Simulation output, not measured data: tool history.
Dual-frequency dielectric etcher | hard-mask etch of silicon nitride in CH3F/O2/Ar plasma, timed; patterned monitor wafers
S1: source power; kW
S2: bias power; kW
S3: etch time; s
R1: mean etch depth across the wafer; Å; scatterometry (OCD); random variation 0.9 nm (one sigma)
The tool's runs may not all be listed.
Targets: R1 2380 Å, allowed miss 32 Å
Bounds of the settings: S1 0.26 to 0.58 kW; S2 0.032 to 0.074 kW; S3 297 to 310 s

run 1 hour=0 | S1=0.42 S2=0.053 S3=297 | R1=2008.3
run 2 hour=4.4 | S1=0.42 S2=0.053 S3=297 | R1=2014.9
run 3 hour=11.4 | S1=0.45 S2=0.054 S3=297 | R1=2079.9
run 4 hour=12.5 | S1=0.45 S2=0.054 S3=297 | R1=2074.8
run 5 hour=14.2 | S1=0.47 S2=0.055 S3=297 | R1=2118.7
run 6 hour=22.9 | S1=0.47 S2=0.052 S3=297 | R1=2092.8
run 7 hour=27.9 | S1=0.49 S2=0.053 S3=297.5 | R1=2148.8
run 8 hour=35.2 | S1=0.51 S2=0.054 S3=297.5 | R1=2195.1
run 9 hour=41.9 | S1=0.52 S2=0.055 S3=297.5 | R1=2194.1
run 10 hour=49.3 | S1=0.52 S2=0.055 S3=297.5 | R1=2220.1
run 11 hour=53.9 | S1=0.52 S2=0.055 S3=297.5 | R1=2219.8
run 12 hour=55.3 | S1=0.53 S2=0.056 S3=297.5 | R1=2230.6
run 13 hour=62.4 | S1=0.54 S2=0.057 S3=298 | R1=2274.2
run 14 hour=63.6 | S1=0.55 S2=0.058 S3=298 | R1=2293.1
run 15 hour=67.8 | S1=0.56 S2=0.059 S3=298 | R1=2349.4
run 16 hour=73.6 | S1=0.57 S2=0.059 S3=298 | R1=2348.3

4 next moves are on the table. One of them brings every result within its allowed miss. Which?
run A hour=79.4 | S1=0.54 S2=0.059 S3=297 | R1=?
run B hour=79.4 | S1=0.52 S2=0.058 S3=304.5 | R1=?
run C hour=79.4 | S1=0.58 S2=0.055 S3=297.5 | R1=?
run D hour=79.4 | S1=0.58 S2=0.058 S3=300 | R1=?

move=A R1=2311.4
move=B R1=2323.2
move=C R1=2331.7
move=D R1=2388.5
A: further off than the last run
B: further off than the last run
C: further off than the last run
D: meets every target
The right move is D.
